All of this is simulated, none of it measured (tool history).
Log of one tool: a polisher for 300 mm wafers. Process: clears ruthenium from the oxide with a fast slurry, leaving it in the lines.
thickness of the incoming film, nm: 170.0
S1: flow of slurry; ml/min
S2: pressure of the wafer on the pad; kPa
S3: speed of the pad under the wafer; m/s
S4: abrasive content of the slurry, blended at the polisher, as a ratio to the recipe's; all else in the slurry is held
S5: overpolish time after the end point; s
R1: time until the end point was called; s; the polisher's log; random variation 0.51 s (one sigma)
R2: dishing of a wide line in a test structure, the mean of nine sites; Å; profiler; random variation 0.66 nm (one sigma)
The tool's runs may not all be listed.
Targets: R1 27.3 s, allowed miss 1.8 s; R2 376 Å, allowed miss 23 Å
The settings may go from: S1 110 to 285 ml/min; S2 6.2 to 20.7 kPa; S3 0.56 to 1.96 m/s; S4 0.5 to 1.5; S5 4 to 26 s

| run | hour | S1 | S2 | S3 | S4 | S5 | R1 | R2 |
|---|---|---|---|---|---|---|---|---|
| 1 | 0 | 180 | 13.1 | 1.26 | 1 | 13 | 52.211 | 334.24 |
| 2 | 6.4 | 180 | 13.1 | 1.52 | 1 | 13 | 43.172 | 377.75 |
| 3 | 8.6 | 145 | 13.1 | 1.52 | 1 | 13 | 44.615 | 369.77 |
| 4 | 14.6 | 145 | 14.5 | 1.54 | 1 | 12 | 41.34 | 379.05 |
| 5 | 17.5 | 145 | 11 | 1.54 | 1 | 12 | 51.868 | 312.55 |
| 6 | 23.9 | 145 | 11 | 1.54 | 0.85 | 12 | 56.763 | 292.45 |
| 7 | 30.1 | 150 | 12.4 | 1.56 | 0.85 | 11 | 48.554 | 301.08 |
| 8 | 32.4 | 155 | 13.8 | 1.58 | 0.85 | 10 | 43.72 | 302.74 |
|  | 34.5 | slurry blender recalibrated |
| 9 | 34.5 | 160 | 14.5 | 1.6 | 0.85 | 10 | 36.769 | 350.61 |
| 10 | 41.9 | 175 | 14.5 | 1.6 | 0.85 | 10 | 36.956 | 355.26 |
| 11 | 43.7 | 175 | 18.6 | 1.64 | 0.85 | 7 | 27.944 | 328.62 |

Which of these 5 next moves meets every target?
| A | 45.5 | 180 | 17.2 | 1.96 | 0.7 | 10 | ? | ? |
| B | 45.5 | 135 | 19.3 | 1.62 | 0.8 | 6 | ? | ? |
| C | 45.5 | 215 | 19.3 | 1.6 | 0.85 | 8 | ? | ? |
| D | 45.5 | 200 | 19.3 | 1.66 | 0.85 | 9 | ? | ? |
| E | 45.5 | 180 | 18.6 | 1.5 | 0.9 | 7 | ? | ? |

| move | R1 | R2 |
|---|---|---|
| A | 27.354 | 432.65 |
| B | 28.953 | 277.52 |
| C | 26.213 | 378.35 |
| D | 25.537 | 421.29 |
| E | 28.839 | 316 |
A: takes the result that was furthest off past its target
B: further off than the last run
C: meets every target
D: takes the result that was furthest off past its target
E: further off than the last run
Answer: C
